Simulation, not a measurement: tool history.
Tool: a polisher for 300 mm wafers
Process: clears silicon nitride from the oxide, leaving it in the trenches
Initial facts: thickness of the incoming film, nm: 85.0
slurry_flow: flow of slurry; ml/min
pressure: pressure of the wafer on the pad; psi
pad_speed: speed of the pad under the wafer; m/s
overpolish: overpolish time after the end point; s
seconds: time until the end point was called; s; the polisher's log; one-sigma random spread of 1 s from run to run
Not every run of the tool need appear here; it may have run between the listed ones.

run	day	slurry_flow	pressure	pad_speed	overpolish	seconds
1	0	170	2	0.96	5	144.41
2	0.342	175	2	0.96	5	142.2
3	0.446	175	1.7	0.96	5	164.72
4	0.55	180	1.8	0.96	5	158.16
5	0.829	180	1.6	0.96	5	170.9
6	0.967	180	1.6	0.96	5	169.44
# day 1.017: head pressure recalibrated
7	1.017	185	1.7	0.96	5	155.8
8	1.317	190	1.7	0.96	5	154.53
9	1.379	195	1.7	0.96	5	151.71
10	1.475	200	1.7	0.96	5	153
11	1.804	205	1.7	0.96	5	150.18
12	1.917	210	1.7	0.96	5	151.01
13	2.267	215	1.7	0.96	5	150.33
14	2.392	220	1.7	0.96	5	149.9
15	2.542	225	1.7	0.96	5	151.57

Run 16 comes next. What will it give?
16	2.679	225	1.7	0.96	5	?

Run 16 came out at seconds 151.35 s.

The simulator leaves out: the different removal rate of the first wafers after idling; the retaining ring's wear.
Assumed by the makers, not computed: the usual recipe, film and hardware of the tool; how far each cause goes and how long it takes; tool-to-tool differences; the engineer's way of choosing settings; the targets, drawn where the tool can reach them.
